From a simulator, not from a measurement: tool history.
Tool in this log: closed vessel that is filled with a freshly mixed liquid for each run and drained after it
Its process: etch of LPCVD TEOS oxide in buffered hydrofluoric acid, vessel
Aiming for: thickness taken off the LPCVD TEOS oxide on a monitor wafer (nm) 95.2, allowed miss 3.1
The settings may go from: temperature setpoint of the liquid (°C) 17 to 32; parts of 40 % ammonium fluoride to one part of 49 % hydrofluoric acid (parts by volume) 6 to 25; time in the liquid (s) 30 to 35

run,hour,temperature setpoint of the liquid (°C),parts of 40 % ammonium fluoride to one part of 49 % hydrofluoric acid (parts by volume),time in the liquid (s),thickness taken off the LPCVD TEOS oxide on a monitor wafer (nm)
1,0,24,15.5,35,37.55
2,8.6,24,15.5,35,37.337
3,15.6,24,15.5,30,32.04
4,23.8,22.5,15.5,30,29.161
5,26.5,22.5,11.5,30,39.168
6,31.9,22.5,8.5,30,51.839
7,36.7,24.5,8.5,30,58.836
8,43.7,26,8.5,30,62.718
9,47.6,27,8.5,30,65.131
10,50.9,31,6,30,114.41
11,55.4,30.5,6,30,108.9
12,59.9,30,6,30,108.79
13,61,29.5,6,30,105.79
14,69.2,29,6,30,102.78
15,70.1,28.5,6,30,99.709

Pick the move, out of 5, that brings all results within their allowed miss; only one does.
A,71,27.5,6.5,35,?
B,71,28,7,35,?
C,71,28.5,7.5,35,?
D,71,31.5,8,35,?
E,71,29.5,7.5,35,?

move,thickness taken off the LPCVD TEOS oxide on a monitor wafer (nm)
A,102.59
B,98.79
C,94.17
D,102.77
E,99.266
A: further off than the last run
B: an improvement on the last run, though not all results are within tolerance
C: all results in spec
D: further off than the last run
E: an improvement on the last run, though not all results are within tolerance
Move C is the one to make.

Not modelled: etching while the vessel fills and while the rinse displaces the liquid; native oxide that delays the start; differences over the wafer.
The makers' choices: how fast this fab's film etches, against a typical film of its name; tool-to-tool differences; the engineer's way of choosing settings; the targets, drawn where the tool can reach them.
